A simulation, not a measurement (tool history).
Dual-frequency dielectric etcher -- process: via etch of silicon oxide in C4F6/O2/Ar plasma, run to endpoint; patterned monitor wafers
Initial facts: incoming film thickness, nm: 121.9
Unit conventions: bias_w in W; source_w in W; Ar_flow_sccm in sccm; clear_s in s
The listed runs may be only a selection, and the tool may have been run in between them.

{"run": 1, "hour": 0.0, "bias_w": 477, "source_w": 400, "Ar_flow_sccm": 229, "clear_s": 29.005}
{"run": 2, "hour": 6.0, "bias_w": 452, "source_w": 390, "Ar_flow_sccm": 230, "clear_s": 30.014}
{"run": 3, "hour": 13.1, "bias_w": 430, "source_w": 390, "Ar_flow_sccm": 230, "clear_s": 30.646}
{"run": 4, "hour": 21.1, "bias_w": 367, "source_w": 390, "Ar_flow_sccm": 230, "clear_s": 32.559}
{"run": 5, "hour": 25.5, "bias_w": 367, "source_w": 390, "Ar_flow_sccm": 265, "clear_s": 33.122}
{"run": 6, "hour": 29.1, "bias_w": 367, "source_w": 430, "Ar_flow_sccm": 265, "clear_s": 32.038}
{"run": 7, "hour": 35.9, "bias_w": 287, "source_w": 380, "Ar_flow_sccm": 272, "clear_s": 36.915}
{"run": 8, "hour": 40.5, "bias_w": 293, "source_w": 380, "Ar_flow_sccm": 272, "clear_s": 36.902}
{"run": 9, "hour": 49.4, "bias_w": 299, "source_w": 380, "Ar_flow_sccm": 272, "clear_s": 36.301}

Expected results for the next run?
{"run": 10, "hour": 51.8, "bias_w": 303, "source_w": 380, "Ar_flow_sccm": 272, "clear_s": "?"}

clear_s: 35.959 s
